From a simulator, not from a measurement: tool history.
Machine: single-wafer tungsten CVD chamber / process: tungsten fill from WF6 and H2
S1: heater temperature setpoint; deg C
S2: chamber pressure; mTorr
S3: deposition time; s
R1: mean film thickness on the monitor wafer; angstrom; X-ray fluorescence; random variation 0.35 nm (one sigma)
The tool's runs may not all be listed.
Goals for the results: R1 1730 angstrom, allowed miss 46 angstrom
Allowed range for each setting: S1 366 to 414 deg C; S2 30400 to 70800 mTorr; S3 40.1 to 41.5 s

run  hour   S1     S2    S3      R1
  1     0  390  50600  40.1  1234.2
  2   1.5  393  50800  40.1  1316.2
  3   6.7  393  57700  40.1  1405.6
  4    13  395  57800  40.1  1462.1
  5  15.9  395  57800  41.5  1514.6
  6  18.6  396  57900  41.5  1547.7
  7  26.2  397  58000  41.5  1580.8
  8  28.3  398  58100  41.5  1617.7

Which one of the following 5 next-run settings gets every result inside its allowed miss? There is exactly one.
  A  30.4  402  60100  40.1   ?
  B  30.4  397  57400  41.5   ?
  C  30.4  395  60200  40.1   ?
  D  30.4  403  63500  41.5   ?
  E  30.4  404  59500  41.5   ?

move      R1
   A  1729.7
   B  1580.8
   C  1496.5
   D  1873.7
   E  1854.9
A: all results land within tolerance of their targets
B: misses by more than the last run did
C: misses by more than the last run did
D: takes the biggest miss from the last run beyond its target
E: takes the biggest miss from the last run beyond its target
The move that meets every target is A.

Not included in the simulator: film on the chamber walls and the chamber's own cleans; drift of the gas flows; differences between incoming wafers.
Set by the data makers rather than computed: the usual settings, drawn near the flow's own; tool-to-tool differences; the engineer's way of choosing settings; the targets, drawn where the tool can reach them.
